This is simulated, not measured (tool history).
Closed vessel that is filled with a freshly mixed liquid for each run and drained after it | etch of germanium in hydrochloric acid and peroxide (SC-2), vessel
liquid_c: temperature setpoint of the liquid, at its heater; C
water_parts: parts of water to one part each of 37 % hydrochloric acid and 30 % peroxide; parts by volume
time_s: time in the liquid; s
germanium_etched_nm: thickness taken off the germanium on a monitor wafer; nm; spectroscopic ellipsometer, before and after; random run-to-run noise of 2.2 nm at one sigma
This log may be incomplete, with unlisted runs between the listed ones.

run	day	liquid_c	water_parts	time_s	germanium_etched_nm
1	0	58	10.5	95	405.12
2	0.133	56.5	10.5	95	386.88
3	0.483	62	10.5	95	454.37
4	0.662	59.5	10.5	95	418.91
5	0.958	58	10.5	95	404.6
6	1.254	58	10.5	95	405.5
7	1.283	50	11	95	315.2

Forecast run 8:
8	1.446	50.5	11	95	?

germanium_etched_nm: 319.88 nm

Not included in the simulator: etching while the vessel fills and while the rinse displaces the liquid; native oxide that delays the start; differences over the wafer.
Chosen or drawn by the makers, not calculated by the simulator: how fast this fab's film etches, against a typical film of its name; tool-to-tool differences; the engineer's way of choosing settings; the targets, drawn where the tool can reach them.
